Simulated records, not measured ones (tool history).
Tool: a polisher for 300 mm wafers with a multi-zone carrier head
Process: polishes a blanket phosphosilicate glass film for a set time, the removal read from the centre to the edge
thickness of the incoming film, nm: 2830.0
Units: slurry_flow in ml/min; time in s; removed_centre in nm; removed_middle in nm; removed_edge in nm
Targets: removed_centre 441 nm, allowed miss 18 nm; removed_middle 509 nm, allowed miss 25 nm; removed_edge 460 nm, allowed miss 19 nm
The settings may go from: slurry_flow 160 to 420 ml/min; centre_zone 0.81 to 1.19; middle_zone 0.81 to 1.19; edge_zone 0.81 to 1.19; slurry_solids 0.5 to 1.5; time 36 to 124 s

run  hour  slurry_flow  centre_zone  middle_zone  edge_zone  slurry_solids  time  removed_centre  removed_middle  removed_edge
  1     0          270            1            1          1              1    79          613.21          613.18        600.17
  2     9          270         0.97         1.01       0.97            0.9    78          565.27           596.3         566.7
  3    11          270         0.97         1.01       0.97            0.9    59          420.06          450.25        423.66
  4  12.8          275         0.97         1.03       0.98           0.95    59          437.95          472.38        442.76
  5  13.7          280         0.96         1.05       0.98           0.95    59          426.99          477.36        448.26
  6  16.9          280         0.96         1.05       0.95           0.95    59          427.65          478.93        434.51
  7  20.7          285         0.96         1.06       0.96           0.95    59          422.12          490.06           432
  8  25.6          285         0.96         1.06       0.97           0.95    59          436.17          477.81        449.11
  9  33.9          285         0.96         1.08       0.96           0.95    59          430.46          497.04        440.92

4 next moves are on the table. One of them brings every result within its allowed miss. Which?
  A  42.2          325         1.07         0.92       1.02            0.6    74               ?               ?             ?
  B  42.2          275         0.98         1.12       0.89           1.05    57               ?               ?             ?
  C  42.2          245         0.92         1.05       0.88            1.1    60               ?               ?             ?
  D  42.2          285         1.02         1.05       0.95              1    61               ?               ?             ?

move  removed_centre  removed_middle  removed_edge
   A          489.02          442.78        465.66
   B          437.08           511.2        432.84
   C          432.95          511.89        458.01
   D          479.13          509.24         466.8
A: brings the result that was furthest off to its target, and leaves another outside
B: further off than the last run
C: meets every target
D: brings the result that was furthest off to its target, and leaves another outside
Answer: C

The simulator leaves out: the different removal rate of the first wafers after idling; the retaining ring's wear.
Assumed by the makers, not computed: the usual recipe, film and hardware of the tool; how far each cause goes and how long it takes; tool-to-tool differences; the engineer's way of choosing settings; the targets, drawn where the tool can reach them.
